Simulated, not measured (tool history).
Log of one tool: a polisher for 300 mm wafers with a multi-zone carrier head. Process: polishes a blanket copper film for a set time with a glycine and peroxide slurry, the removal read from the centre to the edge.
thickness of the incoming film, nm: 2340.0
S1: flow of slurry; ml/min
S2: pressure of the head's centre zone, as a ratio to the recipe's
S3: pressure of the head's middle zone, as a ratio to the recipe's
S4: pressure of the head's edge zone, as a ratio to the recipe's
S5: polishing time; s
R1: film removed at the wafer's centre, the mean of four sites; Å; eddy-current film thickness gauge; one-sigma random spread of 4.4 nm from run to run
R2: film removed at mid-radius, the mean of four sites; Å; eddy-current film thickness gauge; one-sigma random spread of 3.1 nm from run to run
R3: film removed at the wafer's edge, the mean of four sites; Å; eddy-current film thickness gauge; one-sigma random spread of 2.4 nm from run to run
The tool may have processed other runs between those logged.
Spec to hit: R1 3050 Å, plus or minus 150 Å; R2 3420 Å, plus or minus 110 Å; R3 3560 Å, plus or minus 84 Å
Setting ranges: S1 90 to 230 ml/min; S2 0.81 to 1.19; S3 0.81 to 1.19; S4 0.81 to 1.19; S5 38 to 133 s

run	hour	S1	S2	S3	S4	S5	R1	R2	R3
1	0	150	1	1	1	85	5554.9	5038.7	5109.7
2	5.5	150	1	1	1	103	6677.7	6231.3	6173.1
3	10.3	135	0.96	1.01	1	92	5583.8	5505.1	5437.8
4	12.8	135	0.96	1.01	0.94	92	5732.6	5502.9	5221.9
5	19.6	125	0.93	1	0.96	84	4874.1	4971.4	4821
6	22.7	120	0.9	0.98	0.95	78	4288.5	4548	4442.8
7	25.4	115	0.88	0.95	0.94	75	4123	4078.2	4232.2
8	32	110	0.86	0.95	0.95	72	3881.8	4002.6	4032.9
9	34	105	0.85	0.95	0.98	69	3532.8	3775.8	3916.2
10	34.9	100	0.84	0.95	0.98	67	3305.7	3615.9	3754.1

Exactly one of the 4 candidate moves below puts every result within its allowed miss. Which one?
A	35.8	90	0.84	0.87	1.09	68	?	?	?
B	35.8	90	0.82	0.97	0.99	63	?	?	?
C	35.8	110	0.94	0.91	0.92	64	?	?	?
D	35.8	90	0.86	1.01	1.01	70	?	?	?

move	R1	R2	R3
A	3364.9	3383.4	3991.6
B	3045.5	3432.8	3522.4
C	3694.1	3424.7	3545.8
D	3549.8	3945.3	3949.7
A: misses by more than the last run did
B: all results land within tolerance of their targets
C: gets the furthest-off result to its target, but another result is out of tolerance
D: misses by more than the last run did
B is the move that brings every result within its allowed miss.
